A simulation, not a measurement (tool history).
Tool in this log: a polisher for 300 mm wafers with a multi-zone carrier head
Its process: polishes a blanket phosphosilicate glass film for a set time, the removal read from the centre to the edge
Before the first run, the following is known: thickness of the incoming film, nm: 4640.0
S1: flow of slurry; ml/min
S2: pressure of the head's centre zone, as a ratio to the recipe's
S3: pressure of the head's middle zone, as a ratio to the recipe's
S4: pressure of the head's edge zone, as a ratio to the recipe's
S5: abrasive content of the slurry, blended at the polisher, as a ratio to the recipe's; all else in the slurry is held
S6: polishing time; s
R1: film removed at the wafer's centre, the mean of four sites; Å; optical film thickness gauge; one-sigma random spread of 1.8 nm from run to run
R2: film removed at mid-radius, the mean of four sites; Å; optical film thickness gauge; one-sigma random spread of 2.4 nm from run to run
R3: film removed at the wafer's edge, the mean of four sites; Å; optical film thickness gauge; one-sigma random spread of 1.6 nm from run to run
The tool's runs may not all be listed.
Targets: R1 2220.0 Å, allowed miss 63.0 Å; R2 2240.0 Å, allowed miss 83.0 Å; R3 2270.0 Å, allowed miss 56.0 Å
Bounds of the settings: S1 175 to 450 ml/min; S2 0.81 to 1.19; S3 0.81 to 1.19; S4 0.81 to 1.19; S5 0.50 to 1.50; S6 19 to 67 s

run	day	S1	S2	S3	S4	S5	S6	R1	R2	R3
1	0.000	290	1.00	1.00	1.00	1.00	43	4056.4	4120.0	4042.0
2	0.171	290	1.00	1.00	1.03	1.00	43	4050.4	4135.7	4113.4
3	0.212	220	1.00	1.00	1.03	1.00	43	3933.6	4032.6	4023.3
4	0.425	220	1.00	1.08	1.03	1.00	43	3958.9	4253.0	4034.1
5	0.792	220	0.99	1.05	1.01	0.95	41	3614.4	3920.7	3730.2
6	1.133	220	0.99	1.02	1.00	0.90	39	3381.6	3506.4	3468.3
7	1.417	220	0.98	1.01	0.98	0.85	38	3265.9	3392.0	3234.9
8	1.646	215	0.96	0.99	0.98	0.80	37	3028.8	3143.9	3148.9
9	2.021	215	0.95	0.98	0.96	0.75	36	2872.2	3011.2	2917.7
10	2.375	210	0.94	0.96	0.95	0.70	36	2724.4	2886.7	2839.2
11	2.638	210	0.94	0.94	0.94	0.65	36	2687.4	2671.9	2765.6
12	2.975	210	0.93	0.93	0.93	0.65	36	2622.7	2660.2	2787.1
13	3.012	215	0.93	0.93	0.92	0.65	35	2565.9	2650.4	2661.1
14	3.088	215	0.93	0.92	0.91	0.65	35	2553.4	2620.6	2660.3
15	3.425	215	0.93	0.91	0.90	0.65	35	2559.1	2576.8	2634.8
16	3.758	215	0.93	0.91	0.89	0.65	35	2572.1	2594.1	2621.2
17	3.938	215	0.93	0.90	0.88	0.65	35	2578.9	2600.3	2612.4
18	4.208	215	0.93	0.89	0.87	0.65	35	2537.7	2566.4	2634.6
19	4.538	220	0.93	0.89	0.87	0.65	35	2630.0	2580.3	2621.3

Next run, 4 choices. One meets every target within its allowed miss, the rest don't. Which?
A	4.867	395	0.92	0.91	0.91	0.65	29	?	?	?
B	4.867	230	0.85	1.12	0.81	0.60	32	?	?	?
C	4.867	185	0.82	0.90	0.94	0.60	33	?	?	?
D	4.867	375	0.89	1.15	0.81	0.70	30	?	?	?

move	R1	R2	R3
A	2231.7	2243.8	2286.4
B	2115.1	2754.5	2250.2
C	2052.5	2313.0	2450.9
D	2284.6	2892.8	2288.5
A: all results land within tolerance of their targets
B: takes the result that was furthest off past its target
C: takes the result that was furthest off past its target
D: its largest miss is bigger than the last run's
The move that meets every target is A.
